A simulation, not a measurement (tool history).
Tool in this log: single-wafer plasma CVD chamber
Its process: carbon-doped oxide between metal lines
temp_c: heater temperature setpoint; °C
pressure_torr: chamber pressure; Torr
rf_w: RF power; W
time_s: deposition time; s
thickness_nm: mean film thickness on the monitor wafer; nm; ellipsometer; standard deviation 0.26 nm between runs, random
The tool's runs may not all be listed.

run  hour  temp_c  pressure_torr  rf_w  time_s  thickness_nm
  1     0     330            4.5   415    12.6        55.044
  2   8.4     332           4.34   395    12.5        52.173
  3  15.5     332           4.34   395      12        50.035
  4  24.3     332           3.62   395      12        48.871
  5  26.4     332           4.42   395      12        50.459
  6  31.1     332           4.42   395    12.6        52.377
  7  33.8     340           3.73   330    12.4        40.438
  8  40.2     337           3.83   330    12.4         41.42

Forecast run 9:
  9  41.9     335           3.92   330    12.4             ?

Run 9 gave thickness_nm 41.71 nm.

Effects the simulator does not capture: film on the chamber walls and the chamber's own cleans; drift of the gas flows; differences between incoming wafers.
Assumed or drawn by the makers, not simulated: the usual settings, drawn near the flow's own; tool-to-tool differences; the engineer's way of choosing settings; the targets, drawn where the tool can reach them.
